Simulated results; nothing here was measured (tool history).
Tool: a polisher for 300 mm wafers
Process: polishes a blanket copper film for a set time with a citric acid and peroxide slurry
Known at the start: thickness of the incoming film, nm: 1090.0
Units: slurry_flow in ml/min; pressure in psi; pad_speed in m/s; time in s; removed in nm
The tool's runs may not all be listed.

Run 1, day 0.000: slurry_flow 160 ml/min, pressure 3.3 psi, pad_speed 0.82 m/s, slurry_solids 1.00, time 47 s. Result: removed 85.829 nm.
Run 2, day 0.025: slurry_flow 160 ml/min, pressure 2.9 psi, pad_speed 0.80 m/s, slurry_solids 1.00, time 47 s. Result: removed 72.909 nm.
Run 3, day 0.267: slurry_flow 160 ml/min, pressure 2.6 psi, pad_speed 0.80 m/s, slurry_solids 1.00, time 47 s. Result: removed 67.056 nm.
Run 4, day 0.579: slurry_flow 160 ml/min, pressure 3.2 psi, pad_speed 0.80 m/s, slurry_solids 1.00, time 47 s. Result: removed 81.126 nm.
Run 5, day 0.946: slurry_flow 160 ml/min, pressure 3.2 psi, pad_speed 0.80 m/s, slurry_solids 1.15, time 47 s. Result: removed 83.462 nm.
Run 6, day 1.267: slurry_flow 160 ml/min, pressure 3.2 psi, pad_speed 0.80 m/s, slurry_solids 1.00, time 47 s. Result: removed 82.053 nm.
Run 7, day 1.429: slurry_flow 160 ml/min, pressure 2.9 psi, pad_speed 0.80 m/s, slurry_solids 1.00, time 47 s. Result: removed 72.036 nm.
Run 8, day 1.496: slurry_flow 160 ml/min, pressure 2.7 psi, pad_speed 0.80 m/s, slurry_solids 1.00, time 47 s. Result: removed 69.866 nm.

The next listed run, before its measurement:
Run 9, day 1.796: slurry_flow 160 ml/min, pressure 2.4 psi, pad_speed 0.80 m/s, slurry_solids 1.00, time 47 s. Result: removed ?.

Run 9 gave removed 61.641 nm.
